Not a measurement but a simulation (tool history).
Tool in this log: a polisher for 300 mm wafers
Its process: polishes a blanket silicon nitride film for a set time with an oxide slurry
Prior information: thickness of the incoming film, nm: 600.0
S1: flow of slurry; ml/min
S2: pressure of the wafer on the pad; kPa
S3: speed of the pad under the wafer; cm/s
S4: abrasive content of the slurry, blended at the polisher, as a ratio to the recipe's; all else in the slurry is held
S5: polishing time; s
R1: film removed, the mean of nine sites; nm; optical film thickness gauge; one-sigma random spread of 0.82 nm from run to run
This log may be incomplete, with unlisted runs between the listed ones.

run	day	S1	S2	S3	S4	S5	R1
1	0.000	300	18.6	118	1.00	116	68.585
2	0.371	300	20.0	118	1.00	116	75.050
3	0.683	300	20.0	118	0.85	116	70.600
4	0.900	300	20.0	118	1.05	116	74.681
5	0.988	300	20.0	100	1.05	116	65.821
6	1.342	300	20.0	100	1.15	116	67.053
7	1.621	300	21.4	100	1.15	116	72.241
8	1.658	300	21.4	100	1.15	116	71.968
9	1.725	300	22.1	100	1.15	116	73.927
10	1.971	300	22.8	100	1.15	116	77.033

Run 11 is up next; what results do you expect?
11	2.096	300	25.5	100	1.15	116	?

Run 11 yielded R1 86.194 nm.

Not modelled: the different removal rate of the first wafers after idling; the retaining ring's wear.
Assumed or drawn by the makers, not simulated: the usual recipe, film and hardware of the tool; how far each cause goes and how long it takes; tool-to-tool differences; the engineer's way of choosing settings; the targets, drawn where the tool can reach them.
